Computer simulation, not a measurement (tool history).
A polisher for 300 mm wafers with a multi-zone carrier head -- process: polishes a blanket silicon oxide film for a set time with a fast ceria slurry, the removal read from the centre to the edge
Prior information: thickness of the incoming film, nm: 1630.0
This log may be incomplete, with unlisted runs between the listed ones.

run,hour,flow of slurry (ml/min),pressure of the head's centre zone,pressure of the head's middle zone,pressure of the head's edge zone,polishing time (s),film removed at the wafer's centre (nm),film removed at mid-radius (nm),film removed at the wafer's edge (nm)
1,0,190,1,1,1,32,485.44,475.64,506.1
2,1.3,235,1,1,1,32,510.9,508.37,529.07
3,9.2,235,1,1,1,25,399.02,399.22,411.3
4,16.3,235,1.08,1,1,25,428.57,405.32,409.87
5,20.9,235,1.16,1,1,25,459.92,393.55,407.4
6,23.4,235,1.19,1,1,25,466.86,399.85,417.74
7,26.2,250,1.19,1,0.99,31,586.89,494.77,524.96
# hour 33.6: slurry nozzle cleaned
8,33.6,265,1.19,1,0.97,35,727.1,607.52,619.2
9,39.7,270,1.18,1,0.99,37,770.98,654.21,656.33
10,43.9,265,1.17,0.99,1,39,798.77,679.59,704.21
11,47.7,265,1.17,0.98,1.01,40,829.54,702.76,707.52

What will run 12 give?
12,55.9,255,1.16,0.99,0.94,41,?,?,?

film removed at the wafer's centre (nm): 834.28
film removed at mid-radius (nm): 725.15
film removed at the wafer's edge (nm): 703.21

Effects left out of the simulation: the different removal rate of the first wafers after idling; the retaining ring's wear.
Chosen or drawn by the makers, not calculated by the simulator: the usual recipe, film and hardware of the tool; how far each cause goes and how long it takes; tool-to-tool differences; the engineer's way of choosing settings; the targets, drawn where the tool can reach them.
